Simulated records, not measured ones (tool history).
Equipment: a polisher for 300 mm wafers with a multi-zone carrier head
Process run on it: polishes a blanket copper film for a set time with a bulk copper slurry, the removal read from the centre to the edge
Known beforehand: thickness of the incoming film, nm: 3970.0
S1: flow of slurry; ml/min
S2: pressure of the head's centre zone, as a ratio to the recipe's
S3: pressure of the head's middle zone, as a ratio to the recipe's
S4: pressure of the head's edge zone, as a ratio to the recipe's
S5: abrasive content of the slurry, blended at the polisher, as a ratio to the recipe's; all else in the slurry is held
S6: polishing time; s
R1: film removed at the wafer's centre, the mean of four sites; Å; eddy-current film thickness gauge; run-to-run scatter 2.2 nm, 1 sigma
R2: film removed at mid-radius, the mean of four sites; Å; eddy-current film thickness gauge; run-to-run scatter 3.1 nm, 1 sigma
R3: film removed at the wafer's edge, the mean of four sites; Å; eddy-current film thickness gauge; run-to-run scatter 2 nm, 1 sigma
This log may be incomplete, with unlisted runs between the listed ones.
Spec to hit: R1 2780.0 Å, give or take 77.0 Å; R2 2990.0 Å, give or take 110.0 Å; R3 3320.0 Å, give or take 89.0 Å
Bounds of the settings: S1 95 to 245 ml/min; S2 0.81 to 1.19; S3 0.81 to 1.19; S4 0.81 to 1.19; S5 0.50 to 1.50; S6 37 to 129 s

| run | hour | S1 | S2 | S3 | S4 | S5 | S6 | R1 | R2 | R3 |
|---|---|---|---|---|---|---|---|---|---|---|
| 1 | 0.0 | 155 | 1.00 | 1.00 | 1.00 | 1.00 | 83 | 6331.9 | 6498.4 | 6250.1 |
| 2 | 1.5 | 170 | 1.00 | 1.00 | 1.00 | 1.00 | 83 | 6607.5 | 6563.0 | 6341.2 |
| 3 | 4.3 | 155 | 0.96 | 0.96 | 0.99 | 0.90 | 74 | 5428.9 | 5461.7 | 5467.8 |
| 4 | 10.6 | 155 | 0.96 | 0.96 | 0.99 | 0.90 | 93 | 6890.4 | 6830.3 | 6874.3 |
| 5 | 14.6 | 155 | 0.88 | 0.96 | 0.99 | 0.90 | 93 | 6198.2 | 6710.1 | 6791.6 |
| 6 | 18.3 | 145 | 0.86 | 0.94 | 0.98 | 0.80 | 81 | 5093.0 | 5684.2 | 5719.6 |
| 7 | 21.4 | 135 | 0.85 | 0.91 | 0.98 | 0.75 | 71 | 4320.2 | 4670.5 | 4974.9 |
| 8 | 27.1 | 125 | 0.84 | 0.90 | 0.96 | 0.70 | 65 | 3776.6 | 4112.9 | 4347.3 |
| 9 | 29.4 | 120 | 0.83 | 0.89 | 0.95 | 0.65 | 62 | 3453.6 | 3839.9 | 4091.0 |
| 10 | 30.5 | 115 | 0.83 | 0.87 | 0.93 | 0.60 | 60 | 3288.5 | 3537.0 | 3821.7 |
|  | 35.2 | edge zone pressure recalibrated |
| 11 | 35.2 | 110 | 0.83 | 0.86 | 0.93 | 0.60 | 59 | 3149.9 | 3394.2 | 3820.7 |
| 12 | 36.6 | 110 | 0.83 | 0.85 | 0.91 | 0.60 | 58 | 3088.7 | 3251.4 | 3681.5 |
| 13 | 40.3 | 105 | 0.83 | 0.85 | 0.89 | 0.60 | 58 | 3055.8 | 3293.0 | 3648.7 |
| 14 | 49.4 | 100 | 0.82 | 0.82 | 0.85 | 0.50 | 52 | 2595.7 | 2730.4 | 3102.9 |
| 15 | 50.3 | 105 | 0.82 | 0.83 | 0.87 | 0.50 | 52 | 2616.3 | 2783.7 | 3119.8 |
| 16 | 57.9 | 145 | 0.82 | 0.84 | 0.94 | 0.60 | 52 | 2943.9 | 3091.1 | 3499.7 |
| 17 | 66.4 | 140 | 0.82 | 0.84 | 0.93 | 0.60 | 52 | 2917.3 | 3114.6 | 3453.3 |
| 18 | 69.8 | 110 | 0.81 | 0.82 | 0.91 | 0.60 | 52 | 2667.3 | 2869.4 | 3323.9 |

Pick the move, out of 4, that brings all results within their allowed miss; only one does.
| A | 73.2 | 120 | 0.81 | 0.92 | 0.87 | 0.70 | 51 | ? | ? | ? |
| B | 73.2 | 140 | 0.82 | 0.85 | 0.93 | 0.60 | 50 | ? | ? | ? |
| C | 73.2 | 95 | 0.83 | 0.81 | 0.95 | 0.70 | 52 | ? | ? | ? |
| D | 73.2 | 115 | 0.84 | 0.81 | 0.93 | 0.65 | 54 | ? | ? | ? |

| move | R1 | R2 | R3 |
|---|---|---|---|
| A | 2815.7 | 3236.6 | 3321.3 |
| B | 2814.4 | 2980.4 | 3338.3 |
| C | 2750.1 | 2803.3 | 3394.4 |
| D | 3013.1 | 3012.1 | 3555.9 |
A: gets the furthest-off result to its target, but another result is out of tolerance
B: meets every target
C: gets the furthest-off result to its target, but another result is out of tolerance
D: takes the biggest miss from the last run beyond its target
The move that meets every target is B.
